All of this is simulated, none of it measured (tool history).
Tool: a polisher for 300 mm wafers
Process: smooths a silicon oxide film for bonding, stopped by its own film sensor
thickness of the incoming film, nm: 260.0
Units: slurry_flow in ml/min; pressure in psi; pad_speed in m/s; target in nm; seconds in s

run	hour	slurry_flow	pressure	pad_speed	slurry_solids	target	seconds
1	0	120	2.7	1	1	215	42.495
2	8.1	120	2.7	1.18	1	215	36.444
3	13.6	120	2.7	1.18	0.85	215	39.766
4	16.1	120	2.7	1.18	0.85	213	42.299
5	24.5	120	2.5	1.16	0.85	213	47.004
6	32.1	120	3.1	1.16	0.85	213	38.319
7	36.6	120	2.9	1.14	0.85	213	40.651
8	39.7	120	2.7	1.12	0.85	213	45.001

The next listed run, before its measurement:
9	46.1	120	2.5	1.1	0.85	213	?

seconds: 47.759 s

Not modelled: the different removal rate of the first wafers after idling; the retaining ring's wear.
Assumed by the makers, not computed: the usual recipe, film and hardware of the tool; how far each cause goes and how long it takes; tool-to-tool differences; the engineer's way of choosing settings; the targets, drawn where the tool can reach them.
